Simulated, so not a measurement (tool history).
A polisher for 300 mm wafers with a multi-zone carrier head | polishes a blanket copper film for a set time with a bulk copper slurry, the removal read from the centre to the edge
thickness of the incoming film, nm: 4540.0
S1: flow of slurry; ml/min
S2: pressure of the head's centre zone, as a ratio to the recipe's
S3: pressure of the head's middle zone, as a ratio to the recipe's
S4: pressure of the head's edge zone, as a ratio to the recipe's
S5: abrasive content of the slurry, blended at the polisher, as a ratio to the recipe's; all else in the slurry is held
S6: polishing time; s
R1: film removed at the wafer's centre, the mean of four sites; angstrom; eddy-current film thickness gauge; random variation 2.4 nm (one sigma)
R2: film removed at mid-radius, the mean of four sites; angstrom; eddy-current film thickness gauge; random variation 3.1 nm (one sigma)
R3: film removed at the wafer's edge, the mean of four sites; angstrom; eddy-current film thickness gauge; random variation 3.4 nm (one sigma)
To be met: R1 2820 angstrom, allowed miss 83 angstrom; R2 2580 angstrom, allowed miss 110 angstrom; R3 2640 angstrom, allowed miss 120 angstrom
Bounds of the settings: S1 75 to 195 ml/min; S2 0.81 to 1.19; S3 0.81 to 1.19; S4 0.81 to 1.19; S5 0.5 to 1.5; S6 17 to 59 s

run,hour,S1,S2,S3,S4,S5,S6,R1,R2,R3
1,0,125,1,1,1,1,38,1816.6,1831,1861.9
2,7.8,130,1.02,1.01,1.02,1.1,39,2011.9,1942.8,1999.9
3,16.3,135,1.03,1.03,1.04,1.15,39,2027.3,2059.4,2035.9
4,23.1,140,1.05,1.03,1.06,1.2,40,2158,2091.9,2165.3
5,26.9,140,1.05,1.07,1.06,1.2,40,2201.6,2151.5,2210.9
6,35.4,115,1.05,1.07,1.06,1.2,40,2058.5,2072.8,2058.2
7,38.6,125,1.07,1.08,1.07,1.25,40,2176.9,2146.4,2130.8
8,42.2,135,1.08,1.09,1.08,1.3,40,2274.8,2217.4,2215.2
9,48.6,145,1.09,1.1,1.09,1.35,40,2333.8,2255.4,2227.7
10,51.3,150,1.1,1.1,1.1,1.35,40,2375.8,2319.3,2288.4
11,57.1,155,1.11,1.1,1.11,1.4,40,2458.7,2320.6,2281.1
12,60.7,160,1.11,1.1,1.12,1.4,41,2562.5,2413.6,2455.8
13,61.8,165,1.11,1.1,1.12,1.4,41,2507.5,2467.1,2374.7
14,64.1,165,1.11,1.1,1.12,1.4,41,2534.1,2415.6,2397

Which of these 4 next moves meets every target?
A,66.4,195,1.06,1.18,1.03,1.45,42,?,?,?
B,66.4,130,1.1,1.11,1.19,1.2,47,?,?,?
C,66.4,185,1.12,1.15,1.12,1.45,44,?,?,?
D,66.4,160,1.16,1.09,1.16,1.2,45,?,?,?

move,R1,R2,R3
A,2568.8,2762.7,2447.3
B,2622.3,2602.2,2675
C,2817.8,2806,2658.3
D,2784,2563.7,2609.9
A: nearer than the last run, and not there yet
B: nearer than the last run, and not there yet
C: brings the result that was furthest off to its target, and leaves another outside
D: meets every target
Answer: D
